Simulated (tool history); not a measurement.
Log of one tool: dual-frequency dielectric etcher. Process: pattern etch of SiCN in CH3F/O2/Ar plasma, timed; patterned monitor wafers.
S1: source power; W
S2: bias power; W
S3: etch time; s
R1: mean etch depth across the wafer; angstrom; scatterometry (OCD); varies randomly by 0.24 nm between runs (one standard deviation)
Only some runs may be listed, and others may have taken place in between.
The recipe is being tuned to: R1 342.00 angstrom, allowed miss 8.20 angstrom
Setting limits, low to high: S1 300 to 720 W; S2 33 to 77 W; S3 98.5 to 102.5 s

run,hour,S1,S2,S3,R1
1,0.0,510,55,98.5,417.57
2,5.7,510,58,98.5,425.99
3,12.6,510,58,98.5,420.30
4,15.7,470,55,98.5,399.25
5,17.6,470,55,98.5,402.91
6,20.0,470,55,98.5,405.01
7,27.7,440,53,98.5,388.34
8,34.8,410,52,98.5,377.86
9,38.3,390,51,98.5,370.33
10,47.2,390,51,98.5,366.09
11,47.7,380,51,98.5,366.57
12,52.0,370,50,98.5,358.35
13,52.9,360,50,98.5,356.35
14,54.6,350,50,98.5,352.91

Below are 4 possible settings for the next run. Only one of them brings all results inside the allowed miss of their targets. Which is it?
A,56.3,360,53,100.0,?
B,56.3,380,47,101.5,?
C,56.3,310,45,102.0,?
D,56.3,320,51,102.0,?

move,R1
A,365.93
B,364.29
C,336.99
D,354.33
A: moves away from the targets compared with the last run
B: moves away from the targets compared with the last run
C: each result inside its tolerance
D: moves away from the targets compared with the last run
Move C is the one to make.
